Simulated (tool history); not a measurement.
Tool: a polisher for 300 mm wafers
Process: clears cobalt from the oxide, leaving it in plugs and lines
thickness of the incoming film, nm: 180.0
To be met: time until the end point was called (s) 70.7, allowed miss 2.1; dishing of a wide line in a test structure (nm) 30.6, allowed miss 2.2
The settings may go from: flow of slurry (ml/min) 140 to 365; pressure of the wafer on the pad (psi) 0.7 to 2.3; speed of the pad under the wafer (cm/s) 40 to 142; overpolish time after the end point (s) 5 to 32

| run | hour | flow of slurry (ml/min) | pressure of the wafer on the pad (psi) | speed of the pad under the wafer (cm/s) | overpolish time after the end point (s) | time until the end point was called (s) | dishing of a wide line in a test structure (nm) |
|---|---|---|---|---|---|---|---|
| 1 | 0 | 235 | 1.5 | 90 | 16 | 53.665 | 40.316 |
| 2 | 7.1 | 190 | 1.5 | 90 | 16 | 53.732 | 41.496 |
| 3 | 8.9 | 190 | 1.5 | 106 | 16 | 46.695 | 45.955 |
| 4 | 10.3 | 190 | 1.3 | 106 | 15 | 52.954 | 40.242 |
| 5 | 10.8 | 190 | 1.3 | 122 | 15 | 46.148 | 42.727 |
| 6 | 13.1 | 190 | 1.3 | 102 | 15 | 55.126 | 38.17 |
| 7 | 19.9 | 190 | 1.2 | 102 | 15 | 59.865 | 37.271 |
| 8 | 22 | 190 | 1.1 | 102 | 14 | 65.855 | 31.454 |

4 next moves are on the table. One of them brings every result within its allowed miss. Which?
| A | 24.1 | 255 | 1 | 92 | 15 | ? | ? |
| B | 24.1 | 220 | 1 | 92 | 20 | ? | ? |
| C | 24.1 | 210 | 1.2 | 86 | 14 | ? | ? |
| D | 24.1 | 235 | 1.2 | 98 | 12 | ? | ? |

| move | time until the end point was called (s) | dishing of a wide line in a test structure (nm) |
|---|---|---|
| A | 77.04 | 29.359 |
| B | 78.119 | 36.014 |
| C | 70.342 | 29.84 |
| D | 61.287 | 29.443 |
A: takes the result that was furthest off past its target
B: takes the result that was furthest off past its target
C: meets every target
D: further off than the last run
Move C is the one to make.

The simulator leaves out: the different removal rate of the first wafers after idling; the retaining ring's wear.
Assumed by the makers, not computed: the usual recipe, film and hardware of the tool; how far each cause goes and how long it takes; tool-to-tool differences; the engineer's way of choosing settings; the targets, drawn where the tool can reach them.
